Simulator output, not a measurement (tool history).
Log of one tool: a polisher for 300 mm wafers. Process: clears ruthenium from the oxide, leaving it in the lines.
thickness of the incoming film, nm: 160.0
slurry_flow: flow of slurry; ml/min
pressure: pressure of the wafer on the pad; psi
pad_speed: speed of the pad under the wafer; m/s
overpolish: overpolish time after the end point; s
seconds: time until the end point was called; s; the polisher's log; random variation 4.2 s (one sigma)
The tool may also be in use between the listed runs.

run 1 hour=0.0 | slurry_flow=150 pressure=1.8 pad_speed=1.22 overpolish=8 | seconds=144.480
run 2 hour=3.7 | slurry_flow=150 pressure=2.1 pad_speed=1.22 overpolish=8 | seconds=124.730
run 3 hour=10.9 | slurry_flow=150 pressure=2.1 pad_speed=1.42 overpolish=8 | seconds=105.060
run 4 hour=12.4 | slurry_flow=170 pressure=2.1 pad_speed=1.42 overpolish=8 | seconds=107.510
run 5 hour=17.6 | slurry_flow=170 pressure=2.1 pad_speed=1.60 overpolish=8 | seconds=95.158
run 6 hour=25.4 | slurry_flow=170 pressure=2.0 pad_speed=1.56 overpolish=8 | seconds=100.490
run 7 hour=32.5 | slurry_flow=170 pressure=1.9 pad_speed=1.52 overpolish=8 | seconds=112.310
run 8 hour=39.2 | slurry_flow=170 pressure=1.8 pad_speed=1.50 overpolish=8 | seconds=118.480
run 9 hour=43.4 | slurry_flow=170 pressure=1.7 pad_speed=1.48 overpolish=8 | seconds=126.350
run 10 hour=52.0 | slurry_flow=170 pressure=1.6 pad_speed=1.46 overpolish=8 | seconds=139.260
run 11 hour=60.1 | slurry_flow=170 pressure=1.5 pad_speed=1.46 overpolish=8 | seconds=144.040

The next listed run, before its measurement:
run 12 hour=64.2 | slurry_flow=170 pressure=1.4 pad_speed=1.44 overpolish=8 | seconds=?

{"run 12": {"seconds": 152.44}}
